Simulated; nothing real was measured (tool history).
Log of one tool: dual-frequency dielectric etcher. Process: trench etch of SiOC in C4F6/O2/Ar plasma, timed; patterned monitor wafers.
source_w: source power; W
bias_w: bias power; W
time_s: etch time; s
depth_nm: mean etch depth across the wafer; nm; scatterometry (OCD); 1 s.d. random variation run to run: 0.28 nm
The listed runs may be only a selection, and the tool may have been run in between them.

{"run": 1, "hour": 0.0, "source_w": 410, "bias_w": 221, "time_s": 27.5, "depth_nm": 59.075}
{"run": 2, "hour": 3.5, "source_w": 410, "bias_w": 205, "time_s": 27.5, "depth_nm": 58.442}
{"run": 3, "hour": 9.3, "source_w": 410, "bias_w": 189, "time_s": 27.5, "depth_nm": 57.166}
{"run": 4, "hour": 10.8, "source_w": 410, "bias_w": 189, "time_s": 29.0, "depth_nm": 60.315}
{"run": 5, "hour": 12.9, "source_w": 410, "bias_w": 189, "time_s": 29.0, "depth_nm": 60.201}
{"run": 6, "hour": 16.2, "source_w": 430, "bias_w": 191, "time_s": 29.0, "depth_nm": 61.592}
{"run": 7, "hour": 23.3, "source_w": 450, "bias_w": 193, "time_s": 29.0, "depth_nm": 63.086}

Estimate the outcome of run 8 from the log above:
{"run": 8, "hour": 25.2, "source_w": 460, "bias_w": 194, "time_s": 29.0, "depth_nm": "?"}

{"run 8": {"depth_nm": 63.752}}
